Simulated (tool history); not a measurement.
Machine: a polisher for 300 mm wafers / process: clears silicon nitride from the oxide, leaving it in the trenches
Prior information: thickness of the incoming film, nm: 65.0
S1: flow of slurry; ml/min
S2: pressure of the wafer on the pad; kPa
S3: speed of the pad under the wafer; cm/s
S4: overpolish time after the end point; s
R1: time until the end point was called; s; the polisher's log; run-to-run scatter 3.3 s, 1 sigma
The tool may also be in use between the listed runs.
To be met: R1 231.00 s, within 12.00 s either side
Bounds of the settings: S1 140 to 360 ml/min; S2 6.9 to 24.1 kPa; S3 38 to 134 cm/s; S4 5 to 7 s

Run 1, hour 0.0: S1 230 ml/min, S2 15.2 kPa, S3 86 cm/s, S4 7 s. Result: R1 133.10 s.
Run 2, hour 3.5: S1 265 ml/min, S2 15.2 kPa, S3 86 cm/s, S4 7 s. Result: R1 132.46 s.
Run 3, hour 7.7: S1 265 ml/min, S2 15.2 kPa, S3 86 cm/s, S4 5 s. Result: R1 130.57 s.
Run 4, hour 15.8: S1 265 ml/min, S2 17.2 kPa, S3 86 cm/s, S4 5 s. Result: R1 113.86 s.
Run 5, hour 23.7: S1 265 ml/min, S2 14.5 kPa, S3 84 cm/s, S4 5 s. Result: R1 138.56 s.
Run 6, hour 28.4: S1 265 ml/min, S2 15.9 kPa, S3 84 cm/s, S4 5 s. Result: R1 124.62 s.
Run 7, hour 33.9: S1 265 ml/min, S2 13.8 kPa, S3 82 cm/s, S4 5 s. Result: R1 147.63 s.
Run 8, hour 42.4: S1 265 ml/min, S2 11.7 kPa, S3 80 cm/s, S4 5 s. Result: R1 179.96 s.
Run 9, hour 43.7: S1 265 ml/min, S2 11.0 kPa, S3 80 cm/s, S4 5 s. Result: R1 188.40 s.
Run 10, hour 51.7: S1 265 ml/min, S2 10.3 kPa, S3 80 cm/s, S4 5 s. Result: R1 202.50 s.
Run 11, hour 55.2: S1 265 ml/min, S2 9.7 kPa, S3 80 cm/s, S4 5 s. Result: R1 215.72 s.
Run 12, hour 60.3: S1 265 ml/min, S2 8.3 kPa, S3 80 cm/s, S4 5 s. Result: R1 248.64 s.

Exercise: of the 5 proposed moves below, exactly one satisfies all targets within the stated allowed misses. Which move is it?
Run A, hour 65.4: S1 265 ml/min, S2 6.9 kPa, S3 90 cm/s, S4 6 s. Result: R1 ?.
Run B, hour 65.4: S1 190 ml/min, S2 10.3 kPa, S3 72 cm/s, S4 7 s. Result: R1 ?.
Run C, hour 65.4: S1 300 ml/min, S2 7.6 kPa, S3 82 cm/s, S4 5 s. Result: R1 ?.
Run D, hour 65.4: S1 255 ml/min, S2 8.3 kPa, S3 74 cm/s, S4 6 s. Result: R1 ?.
Run E, hour 65.4: S1 250 ml/min, S2 8.3 kPa, S3 80 cm/s, S4 5 s. Result: R1 ?.

move      R1
   A  267.82
   B  235.30
   C  264.93
   D  273.72
   E  254.37
A: its largest miss is bigger than the last run's
B: all results in spec
C: its largest miss is bigger than the last run's
D: its largest miss is bigger than the last run's
E: its largest miss is bigger than the last run's
Answer: B

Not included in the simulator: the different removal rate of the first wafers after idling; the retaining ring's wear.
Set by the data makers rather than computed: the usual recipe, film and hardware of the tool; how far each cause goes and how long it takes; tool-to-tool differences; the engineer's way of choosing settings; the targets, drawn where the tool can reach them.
